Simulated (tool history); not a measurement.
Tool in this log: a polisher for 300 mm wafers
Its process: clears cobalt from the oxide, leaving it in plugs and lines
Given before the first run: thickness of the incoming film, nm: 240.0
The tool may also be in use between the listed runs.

run,day,flow of slurry (ml/min),pressure of the wafer on the pad (psi),speed of the pad under the wafer (cm/s),overpolish time after the end point (s),time until the end point was called (s),dishing of a wide line in a test structure (nm)
1,0.000,305,1.4,76,16,117.82,23.520
2,0.333,305,1.3,76,18,124.67,23.872
3,0.625,305,1.2,76,20,137.20,25.533
4,0.692,245,1.2,76,20,139.04,24.683
5,0.783,245,1.2,76,16,140.33,20.910
6,0.896,245,1.0,76,16,165.29,17.721
7,0.962,245,1.0,76,16,165.62,17.661
8,1.108,245,1.0,76,18,163.66,19.812

The next listed run, before its measurement:
9,1.242,250,1.0,76,19,?,?

time until the end point was called (s): 163.64
dishing of a wide line in a test structure (nm): 20.754
